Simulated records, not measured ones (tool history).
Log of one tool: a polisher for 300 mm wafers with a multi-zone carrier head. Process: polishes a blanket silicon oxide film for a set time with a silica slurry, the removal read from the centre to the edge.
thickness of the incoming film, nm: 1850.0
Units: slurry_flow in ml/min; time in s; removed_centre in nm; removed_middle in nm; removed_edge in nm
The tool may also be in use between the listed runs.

| run | day | slurry_flow | centre_zone | middle_zone | edge_zone | slurry_solids | time | removed_centre | removed_middle | removed_edge |
|---|---|---|---|---|---|---|---|---|---|---|
| 1 | 0 | 305 | 1 | 1 | 1 | 1 | 90 | 180.53 | 181.78 | 181.27 |
| 2 | 0.042 | 305 | 1 | 1 | 0.95 | 1 | 90 | 180.61 | 184.21 | 171.52 |
| 3 | 0.096 | 300 | 1 | 0.97 | 0.95 | 0.9 | 85 | 164.39 | 159 | 159.02 |
| 4 | 0.392 | 300 | 1 | 0.97 | 0.99 | 0.9 | 85 | 161.8 | 161.23 | 162.98 |
| 5 | 0.521 | 300 | 1 | 0.97 | 0.95 | 0.9 | 85 | 164.28 | 161.7 | 161.41 |
| 6 | 0.579 | 300 | 1 | 0.97 | 0.95 | 0.75 | 85 | 146.98 | 149.4 | 145.33 |
| 7 | 0.633 | 300 | 1.01 | 0.95 | 0.93 | 0.7 | 81 | 140.29 | 134.42 | 134.01 |
| 8 | 0.854 | 300 | 1.01 | 0.93 | 0.92 | 0.65 | 79 | 128.35 | 126.29 | 125.89 |

The next listed run, before its measurement:
| 9 | 1.112 | 300 | 1.02 | 0.91 | 0.91 | 0.6 | 78 | ? | ? | ? |

removed_centre: 125.88 nm
removed_middle: 115.05 nm
removed_edge: 118.47 nm
